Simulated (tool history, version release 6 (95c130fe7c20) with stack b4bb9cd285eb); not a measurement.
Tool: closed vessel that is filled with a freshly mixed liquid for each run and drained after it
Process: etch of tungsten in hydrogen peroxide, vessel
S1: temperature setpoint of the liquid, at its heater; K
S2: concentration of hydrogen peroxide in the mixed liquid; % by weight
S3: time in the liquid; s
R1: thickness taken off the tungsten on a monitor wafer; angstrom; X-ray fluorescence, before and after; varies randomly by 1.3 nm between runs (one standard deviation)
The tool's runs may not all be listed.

run	day	S1	S2	S3	R1
1	0	325.15	23	95	1018
2	0.042	325.15	23	105	1119.7
3	0.275	329.65	23	105	1468.5
4	0.3	329.65	23	95	1335.3
# day 0.512: thermometer replaced
5	0.512	329.65	18.5	95	1364.3
6	0.846	329.65	14	95	1203
7	1.1	331.65	14	95	1350.4
8	1.221	333.15	14	95	1454.1
9	1.429	334.65	14	95	1625
10	1.588	335.65	14	95	1707.5
11	1.842	336.15	14	95	1743.9

Expected results for the next run?
12	2.025	336.65	14	95	?

R1: 1794.5 angstrom

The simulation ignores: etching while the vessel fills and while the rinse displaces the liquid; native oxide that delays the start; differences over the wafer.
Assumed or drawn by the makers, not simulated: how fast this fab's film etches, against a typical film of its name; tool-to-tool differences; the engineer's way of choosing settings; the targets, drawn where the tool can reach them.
